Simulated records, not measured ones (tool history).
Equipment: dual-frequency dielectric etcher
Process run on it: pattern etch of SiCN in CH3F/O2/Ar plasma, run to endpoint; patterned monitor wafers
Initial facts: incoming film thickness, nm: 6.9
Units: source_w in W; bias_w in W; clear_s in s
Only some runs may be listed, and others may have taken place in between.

| run | hour | source_w | bias_w | clear_s |
|---|---|---|---|---|
| 1 | 0 | 400 | 62 | 22.77 |
| 2 | 2.5 | 380 | 61 | 23.151 |
| 3 | 3.9 | 320 | 61 | 24.73 |
| 4 | 6.7 | 320 | 69 | 23.354 |
| 5 | 13.4 | 320 | 74 | 22.858 |
| 6 | 17.9 | 360 | 74 | 21.832 |
| 7 | 26.1 | 340 | 72 | 22.384 |
| 8 | 29.6 | 330 | 70 | 22.979 |
| 9 | 30.7 | 320 | 68 | 23.635 |
| 10 | 38.6 | 310 | 67 | 23.841 |
| 11 | 43.8 | 300 | 66 | 24.455 |
| 12 | 48.6 | 290 | 66 | 24.766 |
| 13 | 50.8 | 280 | 66 | 25.093 |
| 14 | 52.9 | 270 | 66 | 25.28 |
| 15 | 58.8 | 270 | 66 | 24.941 |
| 16 | 63.9 | 270 | 65 | 25.613 |

What will run 17 give?
| 17 | 69.6 | 260 | 65 | ? |

Run 17 measured clear_s 25.638 s.
